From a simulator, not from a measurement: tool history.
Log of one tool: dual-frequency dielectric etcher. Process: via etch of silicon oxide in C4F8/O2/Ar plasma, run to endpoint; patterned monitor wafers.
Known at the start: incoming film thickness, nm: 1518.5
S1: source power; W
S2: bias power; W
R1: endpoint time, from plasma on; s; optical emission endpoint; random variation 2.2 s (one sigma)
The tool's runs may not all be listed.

run,hour,S1,S2,R1
1,0.0,2340,2196,280.97
2,8.0,2020,2196,308.30
3,16.6,2270,2196,283.87
4,20.8,2450,2196,274.03
5,27.6,2600,2196,262.13
6,28.6,2920,2196,249.44
7,30.7,2660,2133,263.36
8,38.0,2660,2133,263.16
9,44.7,2460,2087,275.72
10,46.0,2460,2087,276.09
11,50.3,2300,2050,291.17
12,53.9,2200,2032,298.36
13,55.1,2110,2016,309.08
14,56.6,2050,2007,308.44

The next listed run, before its measurement:
15,61.4,1990,1993,?

{"run 15": {"R1": 318.11}}

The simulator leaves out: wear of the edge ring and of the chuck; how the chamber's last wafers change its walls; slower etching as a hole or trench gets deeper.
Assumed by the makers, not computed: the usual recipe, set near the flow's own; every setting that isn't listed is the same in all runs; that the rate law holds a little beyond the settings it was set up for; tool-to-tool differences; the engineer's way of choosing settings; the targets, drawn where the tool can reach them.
